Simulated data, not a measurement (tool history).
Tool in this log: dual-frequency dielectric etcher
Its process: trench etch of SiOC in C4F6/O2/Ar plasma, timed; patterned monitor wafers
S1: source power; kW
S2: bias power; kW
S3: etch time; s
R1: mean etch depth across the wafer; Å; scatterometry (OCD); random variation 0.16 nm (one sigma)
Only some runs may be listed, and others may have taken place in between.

run	hour	S1	S2	S3	R1
1	0	0.31	0.222	16.5	340.59
2	6.7	0.37	0.222	16.5	364.87
3	12.3	0.33	0.215	16.5	344.63
4	17.5	0.33	0.215	16.5	341.66
5	18.1	0.3	0.211	16.5	327.05
6	23.8	0.28	0.209	16.5	315.71
7	32.6	0.27	0.208	16.5	312.79
8	37.6	0.26	0.207	16.5	305.7
9	42.8	0.25	0.206	16.5	301.45

Estimate the outcome of run 10 from the log above:
10	48.1	0.22	0.202	16.5	?

{"run 10": {"R1": 282.39}}
